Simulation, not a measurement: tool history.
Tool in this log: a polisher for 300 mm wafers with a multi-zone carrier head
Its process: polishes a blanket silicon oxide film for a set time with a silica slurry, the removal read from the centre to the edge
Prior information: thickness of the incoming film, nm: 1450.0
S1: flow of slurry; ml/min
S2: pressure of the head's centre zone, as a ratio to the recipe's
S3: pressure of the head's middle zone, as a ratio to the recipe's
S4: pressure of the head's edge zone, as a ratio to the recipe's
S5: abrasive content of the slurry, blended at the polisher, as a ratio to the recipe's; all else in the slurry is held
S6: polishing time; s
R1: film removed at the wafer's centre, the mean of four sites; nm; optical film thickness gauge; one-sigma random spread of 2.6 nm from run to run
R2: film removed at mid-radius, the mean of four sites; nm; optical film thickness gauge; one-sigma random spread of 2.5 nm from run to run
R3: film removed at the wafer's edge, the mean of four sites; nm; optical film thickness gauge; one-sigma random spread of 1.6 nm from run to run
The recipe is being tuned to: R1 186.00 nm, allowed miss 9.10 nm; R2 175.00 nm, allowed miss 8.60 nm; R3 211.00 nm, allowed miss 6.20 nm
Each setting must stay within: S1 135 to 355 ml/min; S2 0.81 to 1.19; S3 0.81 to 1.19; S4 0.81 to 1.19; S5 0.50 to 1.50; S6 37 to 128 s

run  hour   S1    S2    S3    S4    S5  S6      R1      R2      R3
  1   0.0  225  1.00  1.00  1.00  1.00  82  191.14  185.62  179.93
  2   6.8  225  0.99  0.98  1.03  1.00  82  186.93  178.90  181.20
  3  15.0  225  0.91  0.98  1.03  1.00  82  175.04  179.50  184.08
  4  20.4  225  0.91  0.98  1.03  0.90  82  161.82  169.00  172.51
  5  26.7  260  0.91  0.98  1.03  0.90  82  168.26  175.51  173.90
  6  27.7  260  0.91  0.98  0.99  0.90  82  167.35  178.59  171.84
  7  30.9  255  0.90  0.97  1.02  0.95  82  166.85  177.64  179.71
  8  36.3  255  0.91  0.96  1.04  1.00  82  179.21  175.59  185.15
  9  43.1  255  0.90  0.96  1.06  1.00  82  174.21  180.47  183.62
 10  46.0  245  0.89  0.94  1.06  1.05  82  175.08  176.72  186.79
 11  49.2  235  0.88  0.93  1.08  1.10  82  175.14  180.09  195.11
 12  55.6  230  0.88  0.92  1.09  1.10  82  181.68  181.04  196.33
 13  63.3  225  0.87  0.90  1.10  1.10  82  170.06  176.44  195.05
 14  66.6  225  0.88  0.89  1.11  1.10  82  170.95  176.03  195.60

Exercise: of the 5 proposed moves below, exactly one satisfies all targets within the stated allowed misses. Which move is it?
  A  69.9  260  0.86  0.83  1.11  1.15  85   ?   ?   ?
  B  69.9  225  0.91  0.88  1.15  1.15  93   ?   ?   ?
  C  69.9  230  0.89  0.88  1.03  1.30  92   ?   ?   ?
  D  69.9  230  0.92  0.89  1.15  1.05  95   ?   ?   ?
  E  69.9  250  0.98  0.81  1.19  1.50  79   ?   ?   ?

move      R1      R2      R3
   A  185.43  177.25  208.11
   B  210.18  199.63  227.43
   C  214.90  208.62  227.77
   D  209.04  198.16  223.46
   E  216.97  178.66  220.33
A: each result inside its tolerance
B: takes the biggest miss from the last run beyond its target
C: takes the biggest miss from the last run beyond its target
D: takes the biggest miss from the last run beyond its target
E: takes the biggest miss from the last run beyond its target
The move that meets every target is A.
